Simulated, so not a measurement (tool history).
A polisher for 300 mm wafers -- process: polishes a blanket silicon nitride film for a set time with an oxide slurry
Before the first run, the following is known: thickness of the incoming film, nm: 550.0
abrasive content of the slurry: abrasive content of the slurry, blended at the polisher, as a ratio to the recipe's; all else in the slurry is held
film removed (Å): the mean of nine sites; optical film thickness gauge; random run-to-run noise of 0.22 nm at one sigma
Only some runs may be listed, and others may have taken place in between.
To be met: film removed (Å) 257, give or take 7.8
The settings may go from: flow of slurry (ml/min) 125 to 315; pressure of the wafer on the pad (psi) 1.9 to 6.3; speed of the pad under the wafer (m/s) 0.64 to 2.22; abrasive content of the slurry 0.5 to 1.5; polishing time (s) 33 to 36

run	hour	flow of slurry (ml/min)	pressure of the wafer on the pad (psi)	speed of the pad under the wafer (m/s)	abrasive content of the slurry	polishing time (s)	film removed (Å)
1	0	205	4.1	1.42	1	36	317.42
2	6.7	205	3.9	1.42	1	36	299.66
3	13.6	205	3.9	1.42	1	36	304.2
4	16.3	205	3.7	1.42	1	36	284.2
5	19	205	3.6	1.42	1	36	286.86
6	27.4	230	3.6	1.42	1	36	287.69
7	32.1	225	3.5	1.42	1	36	279.61
8	37.2	210	3.1	1.42	1	36	251.63
9	41.9	215	3.1	1.42	1	36	249.23

5 next moves are on the table. One of them brings every result within its allowed miss. Which?
A	46.6	165	3.3	1.5	1	33	?
B	46.6	200	3.2	1.42	1.05	33	?
C	46.6	250	4.8	1	0.8	36	?
D	46.6	125	3.3	1.46	0.9	36	?
E	46.6	220	3.3	1.32	1.2	33	?

move	film removed (Å)
A	245.05
B	237.84
C	259.19
D	242.58
E	243.51
A: lands further from the targets than the last run did
B: lands further from the targets than the last run did
C: each result inside its tolerance
D: lands further from the targets than the last run did
E: lands further from the targets than the last run did
So the answer is move C, the one that meets all the targets.
